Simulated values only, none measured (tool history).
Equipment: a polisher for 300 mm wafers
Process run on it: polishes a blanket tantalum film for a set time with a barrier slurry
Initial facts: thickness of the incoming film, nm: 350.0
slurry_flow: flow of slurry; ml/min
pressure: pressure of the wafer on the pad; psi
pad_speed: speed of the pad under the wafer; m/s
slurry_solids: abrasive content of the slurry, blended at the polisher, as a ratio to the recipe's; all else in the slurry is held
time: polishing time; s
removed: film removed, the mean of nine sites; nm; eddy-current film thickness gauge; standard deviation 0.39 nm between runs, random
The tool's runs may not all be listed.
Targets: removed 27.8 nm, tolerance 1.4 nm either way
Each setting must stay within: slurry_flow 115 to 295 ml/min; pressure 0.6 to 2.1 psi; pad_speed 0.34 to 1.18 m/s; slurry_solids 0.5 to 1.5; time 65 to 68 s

run,hour,slurry_flow,pressure,pad_speed,slurry_solids,time,removed
1,0,190,1.3,0.76,1,65,47.839
2,5.6,190,1.2,0.76,1,65,45.832
3,9.8,190,1.2,0.76,1,65,44.163
4,14,190,1.1,0.76,1,65,42.102
5,21.9,190,1.1,0.6,1,65,33.243
6,25.8,190,1.1,0.6,1,68,34.11
7,31.7,190,1.1,0.6,1,68,33.964
8,33.9,190,1.1,0.6,1,68,34.22

Which of these 5 next moves meets every target?
A,36.1,185,1.2,0.64,0.9,68,?
B,36.1,235,1.2,0.62,0.95,68,?
C,36.1,175,1.2,0.68,1.15,68,?
D,36.1,185,0.9,0.54,1,66,?
E,36.1,185,0.9,0.62,0.95,65,?

move,removed
A,38.477
B,38.928
C,42.895
D,24.668
E,27.403
A: further off than the last run
B: further off than the last run
C: further off than the last run
D: carries the result that was furthest off beyond its target, to the other side
E: all results land within tolerance of their targets
Move E is the one to make.
